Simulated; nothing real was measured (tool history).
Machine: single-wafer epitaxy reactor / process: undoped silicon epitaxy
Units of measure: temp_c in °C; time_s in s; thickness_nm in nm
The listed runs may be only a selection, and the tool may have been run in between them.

Run 1, hour 0: temp_c 660 °C, time_s 258 s. Result: thickness_nm 46.965 nm.
Run 2, hour 0.9: temp_c 665 °C, time_s 258 s. Result: thickness_nm 52.996 nm.
Run 3, hour 4.1: temp_c 661 °C, time_s 258 s. Result: thickness_nm 48.141 nm.
Run 4, hour 5.7: temp_c 665 °C, time_s 258 s. Result: thickness_nm 52.337 nm.
At hour 11.6: pyrometer calibrated.
Run 5, hour 11.6: temp_c 655 °C, time_s 258 s. Result: thickness_nm 47.876 nm.
Run 6, hour 19.1: temp_c 662 °C, time_s 271 s. Result: thickness_nm 58.377 nm.

Estimate the outcome of run 7 from the log above:
Run 7, hour 21.5: temp_c 666 °C, time_s 271 s. Result: thickness_nm ?.

{"run 7": {"thickness_nm": 62.956}}
